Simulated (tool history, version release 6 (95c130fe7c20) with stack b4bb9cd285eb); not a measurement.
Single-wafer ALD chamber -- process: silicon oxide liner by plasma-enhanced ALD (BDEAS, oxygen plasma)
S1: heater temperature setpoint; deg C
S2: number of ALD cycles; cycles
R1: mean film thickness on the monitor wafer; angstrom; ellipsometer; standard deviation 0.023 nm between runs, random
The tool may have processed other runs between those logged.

Run 1, hour 0: S1 315 deg C, S2 44 cycles. Result: R1 43.305 angstrom.
Run 2, hour 7.2: S1 315 deg C, S2 45 cycles. Result: R1 44.115 angstrom.
Run 3, hour 13.6: S1 315 deg C, S2 46 cycles. Result: R1 45.194 angstrom.
Run 4, hour 17.5: S1 315 deg C, S2 40 cycles. Result: R1 39.372 angstrom.
Run 5, hour 21.5: S1 315 deg C, S2 42 cycles. Result: R1 41.57 angstrom.
Run 6, hour 26.3: S1 305 deg C, S2 42 cycles. Result: R1 41.787 angstrom.

Run 7, settings as shown, results not yet in. Your forecast:
Run 7, hour 28.4: S1 305 deg C, S2 43 cycles. Result: R1 ?.

Logged for run 7: R1 42.767 angstrom.

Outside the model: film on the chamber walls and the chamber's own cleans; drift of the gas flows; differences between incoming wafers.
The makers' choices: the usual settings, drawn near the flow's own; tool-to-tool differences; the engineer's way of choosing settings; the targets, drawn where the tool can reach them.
